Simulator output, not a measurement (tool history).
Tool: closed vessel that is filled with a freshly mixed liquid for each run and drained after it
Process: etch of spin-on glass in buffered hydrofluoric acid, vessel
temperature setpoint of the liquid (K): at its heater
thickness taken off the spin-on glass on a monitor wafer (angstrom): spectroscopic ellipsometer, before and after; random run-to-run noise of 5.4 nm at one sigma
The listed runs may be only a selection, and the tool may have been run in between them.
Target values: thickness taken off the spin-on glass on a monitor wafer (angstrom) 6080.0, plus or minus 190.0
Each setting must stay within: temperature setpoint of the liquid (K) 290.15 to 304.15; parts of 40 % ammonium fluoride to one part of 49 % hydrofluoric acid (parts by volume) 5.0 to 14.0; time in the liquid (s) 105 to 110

run,hour,temperature setpoint of the liquid (K),parts of 40 % ammonium fluoride to one part of 49 % hydrofluoric acid (parts by volume),time in the liquid (s),thickness taken off the spin-on glass on a monitor wafer (angstrom)
1,0.0,296.15,8.5,105,3274.8
2,3.3,296.15,7.0,105,3983.3
3,5.4,294.65,7.0,105,3649.9
4,13.1,296.65,7.0,105,4077.6
5,21.8,298.15,7.0,105,4456.9
6,23.4,298.15,7.0,105,4467.0
7,25.6,299.15,7.0,105,4761.4
8,28.4,300.15,7.0,105,4974.9

Next run, 4 choices. One meets every target within its allowed miss, the rest don't. Which?
A,31.2,301.65,7.0,110,?
B,31.2,298.15,5.5,110,?
C,31.2,300.15,5.5,105,?
D,31.2,300.15,6.0,105,?

move,thickness taken off the spin-on glass on a monitor wafer (angstrom)
A,5621.5
B,5735.4
C,6095.1
D,5662.4
A: closes in on the targets versus the last run, not all within tolerance yet
B: closes in on the targets versus the last run, not all within tolerance yet
C: meets every target
D: closes in on the targets versus the last run, not all within tolerance yet
So the answer is move C, the one that meets all the targets.

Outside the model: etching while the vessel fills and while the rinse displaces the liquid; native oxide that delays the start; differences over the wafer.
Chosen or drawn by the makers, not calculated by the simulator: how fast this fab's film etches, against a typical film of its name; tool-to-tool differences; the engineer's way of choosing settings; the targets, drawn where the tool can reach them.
